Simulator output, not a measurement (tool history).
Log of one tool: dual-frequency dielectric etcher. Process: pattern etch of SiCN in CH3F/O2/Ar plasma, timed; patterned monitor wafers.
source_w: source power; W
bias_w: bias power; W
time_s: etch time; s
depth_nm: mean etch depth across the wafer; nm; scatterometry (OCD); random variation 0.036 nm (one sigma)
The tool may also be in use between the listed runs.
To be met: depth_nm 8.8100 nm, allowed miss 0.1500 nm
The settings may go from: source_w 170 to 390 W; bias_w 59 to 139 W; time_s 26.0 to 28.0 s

run,day,source_w,bias_w,time_s,depth_nm
1,0.000,280,99,28.0,9.6028
2,0.046,270,99,28.0,9.5775
3,0.117,310,99,28.0,9.8396
4,0.283,300,98,28.0,9.7193
5,0.625,290,97,28.0,9.6610
6,0.858,320,97,28.0,9.8713
7,1.221,310,96,28.0,9.8521
8,1.296,300,95,28.0,9.6000
9,1.338,290,94,28.0,9.5701
# day 1.633: source power generator calibrated
10,1.633,290,94,28.0,9.4830
11,1.983,280,94,28.0,9.3880
12,2.162,250,92,28.0,9.1610

5 next moves are on the table. One of them brings every result within its allowed miss. Which?
A,2.342,300,89,28.0,?
B,2.342,270,84,28.0,?
C,2.342,290,92,27.5,?
D,2.342,230,102,27.0,?
E,2.342,250,97,27.5,?

move,depth_nm
A,9.3638
B,8.9857
C,9.2022
D,8.8065
E,9.0126
A: further off than the last run
B: nearer than the last run, and not there yet
C: further off than the last run
D: meets every target
E: nearer than the last run, and not there yet
The right move is D.
